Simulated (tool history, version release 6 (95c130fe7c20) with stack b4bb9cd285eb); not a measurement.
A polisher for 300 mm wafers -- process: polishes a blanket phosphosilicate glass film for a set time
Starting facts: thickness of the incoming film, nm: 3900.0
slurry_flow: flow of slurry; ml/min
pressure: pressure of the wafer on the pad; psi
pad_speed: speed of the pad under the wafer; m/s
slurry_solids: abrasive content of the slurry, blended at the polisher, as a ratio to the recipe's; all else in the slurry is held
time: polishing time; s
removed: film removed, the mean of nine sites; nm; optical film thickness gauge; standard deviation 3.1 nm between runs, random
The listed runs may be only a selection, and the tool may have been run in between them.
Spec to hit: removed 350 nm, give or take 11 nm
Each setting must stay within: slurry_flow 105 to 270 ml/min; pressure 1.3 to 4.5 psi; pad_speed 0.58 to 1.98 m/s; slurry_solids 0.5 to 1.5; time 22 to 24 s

run  hour  slurry_flow  pressure  pad_speed  slurry_solids  time  removed
  1     0          175       2.9       1.28              1    24   257.17
  2   7.3          175       2.9       1.28              1    24   257.49
  3  15.6          175       2.9       1.28           1.15    24   268.49
  4  21.4          180       3.1       1.28           1.15    24   280.98
  5  22.3          180       3.3       1.28           1.15    24    293.5
  6  25.2          180       3.5       1.28           1.15    24   313.04
  7  29.7          180       3.6       1.28           1.15    24   324.96
  8  32.7          180       3.7       1.28           1.15    24   329.03
  9  37.3          180       3.8       1.28           1.15    24   333.57

Next run, 5 choices. One meets every target within its allowed miss, the rest don't. Which?
  A  41.9          210         4       1.46           1.15    24        ?
  B  41.9          180       4.4        1.1           1.15    23        ?
  C  41.9          200         4       1.46           1.05    23        ?
  D  41.9          195       4.1        1.2            1.2    22        ?
  E  41.9          105       3.6       1.94           1.25    23        ?

move  removed
   A    379.5
   B      329
   C   351.12
   D   318.93
   E   376.96
A: takes the result that was furthest off past its target
B: moves away from the targets compared with the last run
C: each result inside its tolerance
D: moves away from the targets compared with the last run
E: takes the result that was furthest off past its target
C meets every target.
